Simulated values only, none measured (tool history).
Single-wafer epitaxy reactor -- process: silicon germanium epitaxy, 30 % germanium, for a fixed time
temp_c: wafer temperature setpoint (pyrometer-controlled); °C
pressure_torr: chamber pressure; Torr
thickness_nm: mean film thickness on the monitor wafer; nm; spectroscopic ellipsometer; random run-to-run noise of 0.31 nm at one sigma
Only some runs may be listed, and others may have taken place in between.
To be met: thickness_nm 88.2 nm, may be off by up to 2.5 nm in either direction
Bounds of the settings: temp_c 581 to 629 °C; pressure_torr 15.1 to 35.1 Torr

run  hour  temp_c  pressure_torr  thickness_nm
  1     0     605           25.1        77.029
  2   2.4     607           25.2        80.015
  3   7.8     603           25.2        74.102
  4  14.4     603           22.3        69.969
  5  17.6     597           22.3        61.279
  6  25.6     602           22.5        68.717
  7  28.6     606           22.6         75.19
  8    37     608           22.7        78.139
  9  45.3     610           22.8        81.425
 10  49.1     611           22.8        83.087

Pick the move, out of 4, that brings all results within their allowed miss; only one does.
  A  52.9     613           23.9             ?
  B  52.9     609             21             ?
  C  52.9     609           22.7             ?
  D  52.9     609           21.7             ?

move  thickness_nm
   A        89.178
   B        77.104
   C         80.17
   D        78.389
A: all results in spec
B: its largest miss is bigger than the last run's
C: its largest miss is bigger than the last run's
D: its largest miss is bigger than the last run's
So the answer is move A, the one that meets all the targets.
